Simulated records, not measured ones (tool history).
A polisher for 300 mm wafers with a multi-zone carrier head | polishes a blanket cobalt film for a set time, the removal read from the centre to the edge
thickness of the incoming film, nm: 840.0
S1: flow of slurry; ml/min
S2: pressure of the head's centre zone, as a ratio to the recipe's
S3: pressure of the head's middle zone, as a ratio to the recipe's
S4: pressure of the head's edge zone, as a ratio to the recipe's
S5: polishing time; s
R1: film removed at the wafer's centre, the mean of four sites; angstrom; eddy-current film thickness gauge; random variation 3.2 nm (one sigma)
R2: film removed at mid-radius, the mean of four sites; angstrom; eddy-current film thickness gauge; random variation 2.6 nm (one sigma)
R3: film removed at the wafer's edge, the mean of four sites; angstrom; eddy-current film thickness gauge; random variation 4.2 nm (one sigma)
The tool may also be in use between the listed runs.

run,day,S1,S2,S3,S4,S5,R1,R2,R3
1,0.000,305,1.00,1.00,1.00,62,3047.3,2773.2,2785.6
2,0.050,315,1.00,1.04,1.05,63,3097.5,2858.1,2894.5
3,0.325,315,1.00,1.04,1.05,56,2726.9,2606.3,2576.0
4,0.608,315,0.96,1.04,1.05,56,2678.6,2571.7,2657.9
5,0.929,315,0.93,1.04,1.05,56,2572.8,2552.1,2612.9
6,0.962,320,0.94,1.08,1.07,60,2795.2,2823.0,2776.1
7,1.196,325,0.94,1.10,1.10,63,2931.3,2973.3,3005.9

Run 8 comes next. What will it give?
8,1.329,335,0.95,1.13,1.11,64,?,?,?

Run 8 gave R1 3066.6 angstrom, R2 3107.0 angstrom, R3 3035.8 angstrom.
